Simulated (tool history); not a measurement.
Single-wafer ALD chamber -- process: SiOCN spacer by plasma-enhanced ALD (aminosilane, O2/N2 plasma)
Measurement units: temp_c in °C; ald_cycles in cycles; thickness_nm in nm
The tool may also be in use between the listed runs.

Run 1, hour 0.0: temp_c 405 °C, ald_cycles 85 cycles. Result: thickness_nm 4.9648 nm.
Run 2, hour 6.2: temp_c 409 °C, ald_cycles 85 cycles. Result: thickness_nm 4.9034 nm.
Run 3, hour 13.4: temp_c 415 °C, ald_cycles 85 cycles. Result: thickness_nm 4.7875 nm.
Run 4, hour 15.7: temp_c 416 °C, ald_cycles 82 cycles. Result: thickness_nm 4.6032 nm.
Run 5, hour 22.2: temp_c 417 °C, ald_cycles 80 cycles. Result: thickness_nm 4.5021 nm.
Run 6, hour 28.9: temp_c 418 °C, ald_cycles 78 cycles. Result: thickness_nm 4.3492 nm.
Run 7, hour 36.3: temp_c 419 °C, ald_cycles 76 cycles. Result: thickness_nm 4.2268 nm.
Run 8, hour 42.0: temp_c 420 °C, ald_cycles 75 cycles. Result: thickness_nm 4.1548 nm.
Run 9, hour 48.4: temp_c 421 °C, ald_cycles 74 cycles. Result: thickness_nm 4.0727 nm.

What will run 10 give?
Run 10, hour 49.8: temp_c 422 °C, ald_cycles 73 cycles. Result: thickness_nm ?.

Logged for run 10: thickness_nm 4.0133 nm.

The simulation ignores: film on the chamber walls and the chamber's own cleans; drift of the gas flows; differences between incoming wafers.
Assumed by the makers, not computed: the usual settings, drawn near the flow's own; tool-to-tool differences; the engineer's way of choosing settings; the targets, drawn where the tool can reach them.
